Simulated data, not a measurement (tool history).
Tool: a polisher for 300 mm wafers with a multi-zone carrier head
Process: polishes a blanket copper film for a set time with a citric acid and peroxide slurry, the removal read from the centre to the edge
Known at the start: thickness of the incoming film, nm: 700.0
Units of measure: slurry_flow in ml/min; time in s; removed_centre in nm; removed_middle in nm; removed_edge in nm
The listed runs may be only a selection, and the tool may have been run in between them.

{"run": 1, "day": 0.0, "slurry_flow": 240, "centre_zone": 1, "middle_zone": 1, "edge_zone": 1, "slurry_solids": 1, "time": 44, "removed_centre": 122.57, "removed_middle": 122.66, "removed_edge": 123.14}
{"run": 2, "day": 0.258, "slurry_flow": 245, "centre_zone": 1, "middle_zone": 1.01, "edge_zone": 1.02, "slurry_solids": 1.05, "time": 44, "removed_centre": 125.21, "removed_middle": 123.44, "removed_edge": 125.91}
{"run": 3, "day": 0.454, "slurry_flow": 245, "centre_zone": 1, "middle_zone": 1.01, "edge_zone": 0.96, "slurry_solids": 1.05, "time": 44, "removed_centre": 123.52, "removed_middle": 126.05, "removed_edge": 122.7}
{"run": 4, "day": 0.6, "slurry_flow": 250, "centre_zone": 1, "middle_zone": 1.02, "edge_zone": 0.98, "slurry_solids": 1.1, "time": 44, "removed_centre": 125.42, "removed_middle": 126.63, "removed_edge": 123.66}
{"run": 5, "day": 0.912, "slurry_flow": 250, "centre_zone": 0.99, "middle_zone": 1.03, "edge_zone": 1, "slurry_solids": 1.15, "time": 45, "removed_centre": 130.01, "removed_middle": 132.99, "removed_edge": 129.52}
{"run": 6, "day": 0.958, "slurry_flow": 250, "centre_zone": 1.05, "middle_zone": 1.03, "edge_zone": 1, "slurry_solids": 1.15, "time": 45, "removed_centre": 138.75, "removed_middle": 131.8, "removed_edge": 129.43}
{"run": 7, "day": 1.158, "slurry_flow": 250, "centre_zone": 1.04, "middle_zone": 1.03, "edge_zone": 1.02, "slurry_solids": 1.2, "time": 45, "removed_centre": 137.89, "removed_middle": 134.66, "removed_edge": 131.74}
{"run": 8, "day": 1.342, "slurry_flow": 290, "centre_zone": 1.02, "middle_zone": 0.99, "edge_zone": 1.12, "slurry_solids": 1.45, "time": 48, "removed_centre": 151.76, "removed_middle": 146.4, "removed_edge": 157.14}
{"run": 9, "day": 1.692, "slurry_flow": 295, "centre_zone": 1.02, "middle_zone": 0.99, "edge_zone": 1.12, "slurry_solids": 1.45, "time": 48, "removed_centre": 150.34, "removed_middle": 145.67, "removed_edge": 155.77}

Run 10 comes next. What will it give?
{"run": 10, "day": 1.896, "slurry_flow": 295, "centre_zone": 1.02, "middle_zone": 0.99, "edge_zone": 1.12, "slurry_solids": 1.45, "time": 48, "removed_centre": "?", "removed_middle": "?", "removed_edge": "?"}

Run 10 produced removed_centre 151.59 nm, removed_middle 145.48 nm, removed_edge 157.74 nm.
